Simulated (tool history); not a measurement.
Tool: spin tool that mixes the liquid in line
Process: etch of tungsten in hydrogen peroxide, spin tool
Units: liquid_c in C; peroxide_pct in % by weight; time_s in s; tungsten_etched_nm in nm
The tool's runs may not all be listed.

| run | day | liquid_c | peroxide_pct | time_s | tungsten_etched_nm |
|---|---|---|---|---|---|
| 1 | 0 | 43 | 21.5 | 15 | 28.36 |
| 2 | 0.304 | 43 | 17.5 | 15 | 25.788 |
| 3 | 0.583 | 42 | 17.5 | 15 | 24.073 |
| 4 | 0.896 | 42 | 13.5 | 15 | 21.13 |
| 5 | 1.129 | 46 | 13.5 | 15 | 26.994 |
| 6 | 1.362 | 46 | 13.5 | 15 | 27.372 |
| 7 | 1.654 | 45 | 13.5 | 15 | 25.699 |

Run 8 comes next. What will it give?
| 8 | 1.925 | 44 | 13.5 | 15 | ? |

tungsten_etched_nm: 24.318 nm
